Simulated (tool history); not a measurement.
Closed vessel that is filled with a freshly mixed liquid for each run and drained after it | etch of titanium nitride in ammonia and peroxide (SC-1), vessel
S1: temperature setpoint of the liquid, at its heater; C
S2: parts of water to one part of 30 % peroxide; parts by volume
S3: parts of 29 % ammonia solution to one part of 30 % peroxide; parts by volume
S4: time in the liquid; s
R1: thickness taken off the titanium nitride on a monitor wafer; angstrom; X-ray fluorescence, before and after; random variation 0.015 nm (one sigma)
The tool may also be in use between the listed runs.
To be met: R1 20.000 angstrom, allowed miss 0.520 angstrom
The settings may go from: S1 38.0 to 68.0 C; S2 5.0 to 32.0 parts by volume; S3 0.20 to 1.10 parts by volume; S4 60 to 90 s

run    day    S1    S2    S3  S4      R1
  1  0.000  52.0  17.5  0.60  90  33.942
  2  0.112  52.0  17.5  0.60  90  33.931
  3  0.392  48.5  17.5  0.60  90  26.848
  4  0.554  48.0  17.5  0.60  90  26.026
  5  0.721  48.0  17.5  0.70  90  26.642
  6  1.058  50.5  17.5  0.70  90  31.416
  7  1.275  49.5  17.5  0.70  90  29.561
     1.646  -- new drum of ammonia solution connected
  8  1.646  49.0  17.5  0.70  90  29.106
  9  1.767  48.5  17.5  0.70  90  28.263
 10  2.088  42.5  17.5  0.70  90  18.200

5 next moves are on the table. One of them brings every result within its allowed miss. Which?
  A  2.408  46.0  21.0  0.35  90   ?
  B  2.408  41.0  13.0  0.85  90   ?
  C  2.408  43.0  18.5  0.80  90   ?
  D  2.408  44.5   9.5  0.60  60   ?
  E  2.408  44.0  18.0  0.45  90   ?

move      R1
   A  18.846
   B  20.010
   C  18.973
   D  19.123
   E  18.656
A: nearer than the last run, and not there yet
B: meets every target
C: nearer than the last run, and not there yet
D: nearer than the last run, and not there yet
E: nearer than the last run, and not there yet
Answer: B

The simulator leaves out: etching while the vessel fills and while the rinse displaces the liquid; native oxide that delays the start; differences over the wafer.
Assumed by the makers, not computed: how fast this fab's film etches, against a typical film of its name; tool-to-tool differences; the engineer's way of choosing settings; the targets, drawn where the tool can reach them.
